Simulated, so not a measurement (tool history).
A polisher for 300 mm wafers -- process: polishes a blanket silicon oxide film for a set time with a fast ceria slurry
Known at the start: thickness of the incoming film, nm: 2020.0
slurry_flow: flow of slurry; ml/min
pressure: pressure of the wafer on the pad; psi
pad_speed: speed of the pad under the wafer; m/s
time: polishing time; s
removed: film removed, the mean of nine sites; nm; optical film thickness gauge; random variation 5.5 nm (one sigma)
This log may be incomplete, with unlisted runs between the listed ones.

{"run": 1, "hour": 0.0, "slurry_flow": 285, "pressure": 2.9, "pad_speed": 1.06, "time": 57, "removed": 1024.6}
{"run": 2, "hour": 0.9, "slurry_flow": 280, "pressure": 2.8, "pad_speed": 1.06, "time": 57, "removed": 987.83}
{"run": 3, "hour": 4.9, "slurry_flow": 280, "pressure": 2.8, "pad_speed": 1.06, "time": 59, "removed": 1032.0}
{"run": 4, "hour": 6.5, "slurry_flow": 340, "pressure": 2.8, "pad_speed": 1.06, "time": 59, "removed": 1058.3}
{"hour": 8.4, "done": "worn pad replaced by a new one"}
{"run": 5, "hour": 8.4, "slurry_flow": 330, "pressure": 2.7, "pad_speed": 1.06, "time": 59, "removed": 1159.4}
{"run": 6, "hour": 11.0, "slurry_flow": 330, "pressure": 3.1, "pad_speed": 1.06, "time": 59, "removed": 1263.1}

What does the tool deliver on the next run?
{"run": 7, "hour": 13.5, "slurry_flow": 330, "pressure": 3.1, "pad_speed": 1.06, "time": 59, "removed": "?"}

{"run 7": {"removed": 1271.5}}
